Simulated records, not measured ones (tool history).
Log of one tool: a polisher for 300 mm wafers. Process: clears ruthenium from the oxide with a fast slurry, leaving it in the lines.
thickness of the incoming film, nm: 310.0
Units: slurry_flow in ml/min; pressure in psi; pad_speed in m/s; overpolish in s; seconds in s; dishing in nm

| run | day | slurry_flow | pressure | pad_speed | slurry_solids | overpolish | seconds | dishing |
|---|---|---|---|---|---|---|---|---|
| 1 | 0 | 160 | 3.2 | 0.82 | 1 | 30 | 100.8 | 69.902 |
| 2 | 0.321 | 160 | 3.7 | 0.86 | 1 | 33 | 80.527 | 88.73 |
| 3 | 0.604 | 160 | 4.1 | 0.88 | 1 | 36 | 71.373 | 106.59 |
| 4 | 0.871 | 160 | 4.1 | 0.88 | 1 | 23 | 74.989 | 77.383 |
| 5 | 1.054 | 160 | 3.8 | 0.88 | 1 | 23 | 78.798 | 69.289 |
| 6 | 1.304 | 160 | 3.8 | 0.88 | 1 | 29 | 78.151 | 86.342 |
| 7 | 1.662 | 160 | 3.8 | 0.88 | 1 | 29 | 77.147 | 83.891 |
| 8 | 1.862 | 160 | 4.1 | 0.92 | 1 | 32 | 70.257 | 97.062 |

Forecast run 9:
| 9 | 2.15 | 160 | 4.3 | 0.96 | 1 | 35 | ? | ? |

seconds: 65.67 s
dishing: 113.3 nm
